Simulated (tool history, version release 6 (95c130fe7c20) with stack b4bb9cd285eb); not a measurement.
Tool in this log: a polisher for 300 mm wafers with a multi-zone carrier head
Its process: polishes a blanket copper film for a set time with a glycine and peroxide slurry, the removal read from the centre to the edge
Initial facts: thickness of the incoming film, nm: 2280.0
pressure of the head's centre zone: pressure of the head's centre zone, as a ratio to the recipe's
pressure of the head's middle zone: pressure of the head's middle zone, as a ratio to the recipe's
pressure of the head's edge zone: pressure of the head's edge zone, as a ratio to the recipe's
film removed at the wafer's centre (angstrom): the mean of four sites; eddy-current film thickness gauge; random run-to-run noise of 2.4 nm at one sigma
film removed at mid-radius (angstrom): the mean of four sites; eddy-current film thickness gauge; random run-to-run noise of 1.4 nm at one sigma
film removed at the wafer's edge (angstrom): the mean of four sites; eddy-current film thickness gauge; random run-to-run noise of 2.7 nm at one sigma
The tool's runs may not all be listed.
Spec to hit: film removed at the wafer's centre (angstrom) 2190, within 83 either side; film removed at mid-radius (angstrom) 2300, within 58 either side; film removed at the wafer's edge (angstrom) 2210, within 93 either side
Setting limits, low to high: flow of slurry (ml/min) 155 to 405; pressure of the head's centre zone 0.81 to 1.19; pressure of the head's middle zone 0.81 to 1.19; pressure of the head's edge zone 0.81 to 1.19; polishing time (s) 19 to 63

run	hour	flow of slurry (ml/min)	pressure of the head's centre zone	pressure of the head's middle zone	pressure of the head's edge zone	polishing time (s)	film removed at the wafer's centre (angstrom)	film removed at mid-radius (angstrom)	film removed at the wafer's edge (angstrom)
1	0	260	1	1	1	41	2706.4	2756.1	2653.2
2	2.1	225	1	1	1	41	2691.5	2699.1	2711.6
3	7.2	190	1	1	1	41	2629.6	2666.3	2608.8
4	14.6	185	0.98	0.99	0.97	40	2436.4	2519.6	2556.1
5	17.5	195	0.98	1	0.95	39	2445.9	2552.4	2420.4
6	18.7	195	0.98	1	0.95	32	2009.3	2089.4	1974
7	24.2	195	0.98	1	0.95	32	2006.8	2067.2	1983.5
8	27.6	210	0.98	1.01	0.97	32	1992.7	2110.1	2053.6
9	30.4	225	0.99	1.02	0.98	32	2093.9	2156.2	2063.9
10	35.7	235	0.99	1.03	0.99	32	2112.5	2195.7	2123.2
11	41	245	0.99	1.04	0.99	32	2081.5	2228.2	2121.1
12	43.2	250	1	1.04	1	32	2158.8	2214	2116.5
13	45.7	255	1	1.05	1.01	32	2149.7	2212.9	2085.1

Below are 4 possible settings for the next run. Only one of them brings all results inside the allowed miss of their targets. Which is it?
A	48.2	230	0.81	0.95	1.09	36	?	?	?
B	48.2	170	1.05	1.02	0.98	36	?	?	?
C	48.2	185	0.97	1.04	1.01	35	?	?	?
D	48.2	245	1.03	1	1.09	32	?	?	?

move	film removed at the wafer's centre (angstrom)	film removed at mid-radius (angstrom)	film removed at the wafer's edge (angstrom)
A	2058	2282.2	2402.8
B	2380.7	2299	2200.5
C	2212.6	2303.7	2193.7
D	2216.4	2126.1	2147.6
A: brings the last run's worst result on target, with another outside its allowed miss
B: brings the last run's worst result on target, with another outside its allowed miss
C: every result lands within tolerance
D: moves away from the targets compared with the last run
Answer: C
